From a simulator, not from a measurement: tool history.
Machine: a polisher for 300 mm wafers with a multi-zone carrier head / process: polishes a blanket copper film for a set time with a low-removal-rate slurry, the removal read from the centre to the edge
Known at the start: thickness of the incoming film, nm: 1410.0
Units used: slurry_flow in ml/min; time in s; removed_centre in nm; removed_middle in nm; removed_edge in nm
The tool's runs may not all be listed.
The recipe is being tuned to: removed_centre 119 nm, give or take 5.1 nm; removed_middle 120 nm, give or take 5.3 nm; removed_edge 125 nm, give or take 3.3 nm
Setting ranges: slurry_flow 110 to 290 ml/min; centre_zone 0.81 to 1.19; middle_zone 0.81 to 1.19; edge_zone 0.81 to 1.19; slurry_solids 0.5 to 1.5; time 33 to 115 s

run	hour	slurry_flow	centre_zone	middle_zone	edge_zone	slurry_solids	time	removed_centre	removed_middle	removed_edge
1	0	185	1	1	1	1	73	157.35	144.61	145.52
2	1	185	1	1	1	1.15	73	160.99	153.45	153.42
3	8.6	185	1	1	1	1	73	150.29	147.64	148.28
4	10.5	185	1	1	1	1	88	182.8	177.77	177.57
5	12.3	185	1	1	1	1	102	218.15	200.7	205.35
6	18.7	185	1	1	0.93	1	102	216.56	205.95	196.67
7	21.6	135	0.9	0.9	0.86	0.75	81	132.04	135.39	136.82
8	29.1	130	0.9	0.88	0.85	0.65	80	127.58	126	129.71
9	30.4	115	0.85	0.86	0.82	0.6	80	113.19	116.52	121.94

Below are 5 possible settings for the next run. Only one of them brings all results inside the allowed miss of their targets. Which is it?
A	31.7	110	0.81	0.9	0.83	0.55	82	?	?	?
B	31.7	110	0.81	0.93	0.84	0.5	85	?	?	?
C	31.7	130	0.88	0.89	0.86	0.65	78	?	?	?
D	31.7	130	0.92	0.92	0.81	0.8	69	?	?	?
E	31.7	145	0.81	0.85	0.83	0.55	77	?	?	?

move	removed_centre	removed_middle	removed_edge
A	105.38	116.6	120.88
B	106.68	120.35	122.8
C	120.02	120.51	125.45
D	116.82	114.39	114.42
E	107.81	114.17	119.71
A: its largest miss is bigger than the last run's
B: its largest miss is bigger than the last run's
C: all results land within tolerance of their targets
D: gets the furthest-off result to its target, but another result is out of tolerance
E: its largest miss is bigger than the last run's
The right move is C.

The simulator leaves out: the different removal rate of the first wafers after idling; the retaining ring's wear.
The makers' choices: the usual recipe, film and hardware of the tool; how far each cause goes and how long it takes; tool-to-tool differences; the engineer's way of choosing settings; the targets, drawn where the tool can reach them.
